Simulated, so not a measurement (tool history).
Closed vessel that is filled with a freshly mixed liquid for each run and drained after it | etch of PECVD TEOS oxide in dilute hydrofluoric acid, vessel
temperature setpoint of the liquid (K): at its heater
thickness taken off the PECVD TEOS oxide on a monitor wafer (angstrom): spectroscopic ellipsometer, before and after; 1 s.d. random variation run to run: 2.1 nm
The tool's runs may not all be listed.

run  hour  temperature setpoint of the liquid (K)  parts of water to one part of 49 % hydrofluoric acid (parts by volume)  time in the liquid (s)  thickness taken off the PECVD TEOS oxide on a monitor wafer (angstrom)
  1     0                                  297.15                                                                     110                     490                                                                  943.75
  2   3.1                                  298.15                                                                     100                     490                                                                  1098.9
  3   9.1                                  298.15                                                                     100                     520                                                                  1164.7
  4  15.4                                  298.15                                                                     100                     520                                                                  1156.2
  5  23.5                                  299.15                                                                      95                     520                                                                  1276.1
  6  32.3                                  300.15                                                                      90                     520                                                                  1408.8
  7  39.7                                  300.65                                                                      85                     520                                                                    1521

What will run 8 give?
  8  44.9                                  304.65                                                                      65                     520                                                                       ?

For run 8 the tool returned thickness taken off the PECVD TEOS oxide on a monitor wafer (angstrom) 2378.2.
